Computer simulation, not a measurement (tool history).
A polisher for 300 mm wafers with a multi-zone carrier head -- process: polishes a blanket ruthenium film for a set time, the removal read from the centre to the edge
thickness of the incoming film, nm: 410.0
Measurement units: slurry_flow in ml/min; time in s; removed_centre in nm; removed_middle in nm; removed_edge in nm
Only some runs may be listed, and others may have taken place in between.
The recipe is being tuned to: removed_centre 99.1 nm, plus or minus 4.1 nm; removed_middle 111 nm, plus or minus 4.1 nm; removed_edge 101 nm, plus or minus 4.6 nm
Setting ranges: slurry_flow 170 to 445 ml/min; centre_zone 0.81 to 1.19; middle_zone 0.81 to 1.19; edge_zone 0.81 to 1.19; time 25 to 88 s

run  hour  slurry_flow  centre_zone  middle_zone  edge_zone  time  removed_centre  removed_middle  removed_edge
  1     0          285            1            1          1    56          70.315          73.297        72.702
  2   3.8          285            1            1       1.06    56          67.248          71.769         75.45
  3  11.8          285         1.08            1       1.06    56          75.522          71.069        74.094
  4  17.7          290         1.08         1.05       1.07    61          80.515          81.694         82.32
  5  20.1          295         1.09         1.09       1.07    64          85.739           88.26        85.002
  6  27.6          295         1.13         1.09       1.07    64          89.265            88.1        85.898
  7  32.2          300         1.12         1.12       1.08    67           93.42          95.554        89.911
  8  35.8          300         1.12         1.12       1.08    67          91.406          96.429        91.273
  9  43.4          305         1.13         1.14       1.09    68          94.769          97.614        89.638

Which one of the following 4 next-run settings gets every result inside its allowed miss? There is exactly one.
  A    51          200         0.99         0.91       1.19    77               ?               ?             ?
  B    51          320         0.98         1.14       1.04    75               ?               ?             ?
  C    51          390         1.04         1.14       1.08    75               ?               ?             ?
  D    51          330         1.04         1.12       1.12    83               ?               ?             ?

move  removed_centre  removed_middle  removed_edge
   A          88.045          89.431        102.88
   B           90.09          111.09         98.75
   C          97.354          112.84        101.36
   D          106.15          121.36        112.58
A: lands further from the targets than the last run did
B: gets the furthest-off result to its target, but another result is out of tolerance
C: meets every target
D: carries the result that was furthest off beyond its target, to the other side
C meets every target.
